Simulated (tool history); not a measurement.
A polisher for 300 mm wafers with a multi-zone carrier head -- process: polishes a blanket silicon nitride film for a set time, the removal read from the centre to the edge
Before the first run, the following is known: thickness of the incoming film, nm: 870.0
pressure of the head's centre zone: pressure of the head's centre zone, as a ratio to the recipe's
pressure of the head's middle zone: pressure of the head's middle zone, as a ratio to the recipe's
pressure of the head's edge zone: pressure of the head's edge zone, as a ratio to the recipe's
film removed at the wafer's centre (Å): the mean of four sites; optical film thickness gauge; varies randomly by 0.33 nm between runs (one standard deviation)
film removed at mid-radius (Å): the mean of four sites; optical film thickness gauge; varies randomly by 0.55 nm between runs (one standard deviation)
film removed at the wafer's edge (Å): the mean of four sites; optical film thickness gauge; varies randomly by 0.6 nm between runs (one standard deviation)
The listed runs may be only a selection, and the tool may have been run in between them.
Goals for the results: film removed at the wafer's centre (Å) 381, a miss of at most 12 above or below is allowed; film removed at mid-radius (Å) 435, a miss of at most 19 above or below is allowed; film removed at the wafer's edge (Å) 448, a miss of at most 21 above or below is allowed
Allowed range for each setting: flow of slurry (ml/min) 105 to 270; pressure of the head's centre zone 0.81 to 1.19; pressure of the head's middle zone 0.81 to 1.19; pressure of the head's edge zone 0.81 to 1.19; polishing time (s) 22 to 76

run  hour  flow of slurry (ml/min)  pressure of the head's centre zone  pressure of the head's middle zone  pressure of the head's edge zone  polishing time (s)  film removed at the wafer's centre (Å)  film removed at mid-radius (Å)  film removed at the wafer's edge (Å)
  1     0                      175                                   1                                   1                                 1                  49                                  493.82                          484.69                                498.65
  2   6.8                      175                                   1                                0.95                                 1                  49                                  481.72                          458.13                                492.35
  3   8.1                      175                                0.97                                0.95                                 1                  49                                  482.33                          461.61                                485.99
  4  15.3                      175                                0.89                                0.95                                 1                  49                                  438.02                          457.86                                485.49
  5    18                      170                                0.88                                0.95                              0.99                  49                                  425.91                          459.79                                485.32
  6  21.1                      170                                0.93                                0.95                              0.99                  49                                  447.97                          458.72                                478.27
  7  25.6                      165                                0.92                                0.95                              0.99                  49                                  445.22                          439.79                                477.76
  8  29.7                      140                                0.82                                1.05                              0.94                  47                                  363.55                          451.74                                434.83

Which one of the following 5 next-run settings gets every result inside its allowed miss? There is exactly one.
  A  33.8                      140                                0.87                                0.91                              0.99                  46                                       ?                               ?                                     ?
  B  33.8                      160                                0.86                                1.12                              1.04                  45                                       ?                               ?                                     ?
  C  33.8                      130                                0.82                                1.05                              0.98                  46                                       ?                               ?                                     ?
  D  33.8                      110                                0.87                                1.01                              0.95                  50                                       ?                               ?                                     ?
  E  33.8                      120                                0.85                                1.11                              0.87                  49                                       ?                               ?                                     ?

move  film removed at the wafer's centre (Å)  film removed at mid-radius (Å)  film removed at the wafer's edge (Å)
   A                                  381.37                          387.99                                438.58
   B                                  381.34                          465.44                                447.24
   C                                  352.42                          430.01                                 430.2
   D                                  385.55                          431.64                                446.44
   E                                   380.2                          470.29                                426.93
A: gets the furthest-off result to its target, but another result is out of tolerance
B: gets the furthest-off result to its target, but another result is out of tolerance
C: lands further from the targets than the last run did
D: all results in spec
E: gets the furthest-off result to its target, but another result is out of tolerance
So the answer is move D, the one that meets all the targets.

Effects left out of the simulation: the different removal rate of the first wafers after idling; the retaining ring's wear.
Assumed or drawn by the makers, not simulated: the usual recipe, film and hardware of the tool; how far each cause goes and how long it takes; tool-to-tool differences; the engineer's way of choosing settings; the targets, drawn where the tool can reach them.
